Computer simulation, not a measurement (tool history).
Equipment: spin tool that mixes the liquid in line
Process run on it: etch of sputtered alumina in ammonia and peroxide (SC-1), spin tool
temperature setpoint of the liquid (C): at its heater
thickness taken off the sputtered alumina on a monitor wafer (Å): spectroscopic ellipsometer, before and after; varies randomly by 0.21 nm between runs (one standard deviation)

run	hour	temperature setpoint of the liquid (C)	parts of 29 % ammonia solution to one part of 30 % peroxide (parts by volume)	time under the liquid (s)	thickness taken off the sputtered alumina on a monitor wafer (Å)
1	0	55	0.9	320	267.02
2	2.5	57	0.9	320	294.77
3	5.9	58.5	0.9	320	323.53
4	7.9	58.5	1	320	323.8
5	8.9	58.5	1	340	344.54
6	12.1	58.5	1.2	340	352.37
7	18.6	59	1.2	340	361.37

Run 8 has not been measured yet. What should we expect?
8	25.7	59.5	1.2	340	?

Run 8 yielded thickness taken off the sputtered alumina on a monitor wafer (Å) 368.38.
